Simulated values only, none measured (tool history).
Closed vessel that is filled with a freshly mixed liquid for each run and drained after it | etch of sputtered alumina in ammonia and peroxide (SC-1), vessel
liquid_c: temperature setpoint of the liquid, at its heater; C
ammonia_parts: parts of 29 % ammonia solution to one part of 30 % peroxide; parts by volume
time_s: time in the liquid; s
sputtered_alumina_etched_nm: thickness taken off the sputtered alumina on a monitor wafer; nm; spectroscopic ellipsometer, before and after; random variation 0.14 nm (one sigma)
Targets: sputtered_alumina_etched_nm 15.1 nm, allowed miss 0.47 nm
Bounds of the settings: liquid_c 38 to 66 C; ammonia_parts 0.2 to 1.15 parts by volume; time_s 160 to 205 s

Run 1, hour 0: liquid_c 50 C, ammonia_parts 0.65 parts by volume, time_s 205 s. Result: sputtered_alumina_etched_nm 8.6308 nm.
Run 2, hour 2.6: liquid_c 52.5 C, ammonia_parts 0.65 parts by volume, time_s 205 s. Result: sputtered_alumina_etched_nm 9.98 nm.
Run 3, hour 11.8: liquid_c 58.5 C, ammonia_parts 0.65 parts by volume, time_s 205 s. Result: sputtered_alumina_etched_nm 13.518 nm.
Run 4, hour 21.1: liquid_c 56 C, ammonia_parts 0.65 parts by volume, time_s 205 s. Result: sputtered_alumina_etched_nm 11.884 nm.
Run 5, hour 25.7: liquid_c 57 C, ammonia_parts 0.65 parts by volume, time_s 205 s. Result: sputtered_alumina_etched_nm 12.652 nm.
Run 6, hour 32.3: liquid_c 58 C, ammonia_parts 0.65 parts by volume, time_s 205 s. Result: sputtered_alumina_etched_nm 13.137 nm.
Run 7, hour 36.1: liquid_c 58.5 C, ammonia_parts 0.65 parts by volume, time_s 205 s. Result: sputtered_alumina_etched_nm 13.332 nm.
Run 8, hour 37.7: liquid_c 59 C, ammonia_parts 0.65 parts by volume, time_s 205 s. Result: sputtered_alumina_etched_nm 13.78 nm.
Run 9, hour 46.9: liquid_c 59.5 C, ammonia_parts 0.65 parts by volume, time_s 205 s. Result: sputtered_alumina_etched_nm 14.355 nm.

4 next moves are on the table. One of them brings every result within its allowed miss. Which?
Run A, hour 56.1: liquid_c 61 C, ammonia_parts 0.65 parts by volume, time_s 185 s. Result: sputtered_alumina_etched_nm ?.
Run B, hour 56.1: liquid_c 60.5 C, ammonia_parts 0.6 parts by volume, time_s 205 s. Result: sputtered_alumina_etched_nm ?.
Run C, hour 56.1: liquid_c 58.5 C, ammonia_parts 0.75 parts by volume, time_s 205 s. Result: sputtered_alumina_etched_nm ?.
Run D, hour 56.1: liquid_c 58.5 C, ammonia_parts 0.65 parts by volume, time_s 195 s. Result: sputtered_alumina_etched_nm ?.

move  sputtered_alumina_etched_nm
   A                       13.935
   B                       14.939
   C                       13.764
   D                       12.916
A: further off than the last run
B: meets every target
C: further off than the last run
D: further off than the last run
Move B is the one to make.

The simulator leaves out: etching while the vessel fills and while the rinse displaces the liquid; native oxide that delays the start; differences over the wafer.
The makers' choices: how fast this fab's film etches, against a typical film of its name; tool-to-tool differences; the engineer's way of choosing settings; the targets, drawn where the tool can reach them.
